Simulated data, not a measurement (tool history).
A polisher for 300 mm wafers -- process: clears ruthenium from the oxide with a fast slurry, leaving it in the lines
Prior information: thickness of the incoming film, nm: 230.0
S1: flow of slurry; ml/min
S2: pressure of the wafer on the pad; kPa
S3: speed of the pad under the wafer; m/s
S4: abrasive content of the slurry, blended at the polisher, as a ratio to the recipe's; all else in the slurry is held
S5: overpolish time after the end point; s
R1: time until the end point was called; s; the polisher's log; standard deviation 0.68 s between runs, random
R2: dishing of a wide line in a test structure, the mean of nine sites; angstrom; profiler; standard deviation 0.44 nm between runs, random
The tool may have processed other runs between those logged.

run	hour	S1	S2	S3	S4	S5	R1	R2
1	0	220	16.5	1.12	1	20	81.934	490.94
2	7.2	220	16.5	1.12	1	18	81.85	432.26
3	15.1	180	16.5	1.12	1	18	82.227	425.56
4	19.1	175	16.5	1.12	1	16	83.151	389.24
5	19.9	175	16.5	1.12	0.85	16	91.994	349.94
6	23.6	170	17.2	1.12	0.8	15	92.295	319.31
7	27	165	17.9	1.12	0.8	14	88.57	309.68
8	31.1	165	18.6	1.12	0.8	13	86.433	310.41
9	40.1	165	18.6	1.12	0.8	13	85.586	315.81
10	41.7	160	19.3	1.12	0.75	12	88.578	284.76
11	45.1	160	19.3	1.12	0.75	12	86.528	282.37
12	51	160	20	1.12	0.75	11	86.07	276.79
13	57.1	155	20.7	1.14	0.75	10	80.654	259.06
14	65.9	155	21.4	1.14	0.75	10	78.95	263.98
15	72.7	155	22.1	1.14	0.75	10	73.703	275.55
16	73.6	155	22.1	1.14	0.75	9	74.472	243.47
# hour 79.5: head pressure recalibrated
17	79.5	160	22.8	1.14	0.75	9	63.984	276.85

Run 18 has not been measured yet. What should we expect?
18	84.5	155	22.8	1.14	0.75	9	?	?

Logged for run 18: R1 65.029 s, R2 280.8 angstrom.

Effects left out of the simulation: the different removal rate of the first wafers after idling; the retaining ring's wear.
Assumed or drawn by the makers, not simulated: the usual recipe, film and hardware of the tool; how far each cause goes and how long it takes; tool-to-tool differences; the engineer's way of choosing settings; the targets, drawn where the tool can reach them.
